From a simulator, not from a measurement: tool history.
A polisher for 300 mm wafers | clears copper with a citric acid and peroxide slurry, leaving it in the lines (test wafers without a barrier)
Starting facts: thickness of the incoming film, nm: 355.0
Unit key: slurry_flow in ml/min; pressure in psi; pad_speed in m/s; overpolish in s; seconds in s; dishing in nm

run	day	slurry_flow	pressure	pad_speed	slurry_solids	overpolish	seconds	dishing
1	0.000	205	2.5	1.32	1.0	15	149.12	21.231
2	0.050	205	2.5	1.54	1.0	15	130.31	22.575
3	0.175	205	2.2	1.54	1.0	15	148.74	21.036
4	0.554	205	2.2	1.54	1.0	13	147.68	18.463
5	0.867	205	2.2	1.54	1.2	13	143.42	18.979
6	0.975	205	2.2	1.54	1.2	17	139.58	23.539
7	1.233	215	2.3	1.42	1.2	10	141.01	15.540
8	1.600	220	2.2	1.42	1.2	10	149.54	14.635

Forecast run 9:
9	1.833	220	2.2	1.42	1.2	10	?	?

{"run 9": {"seconds": 150.86, "dishing": 14.736}}
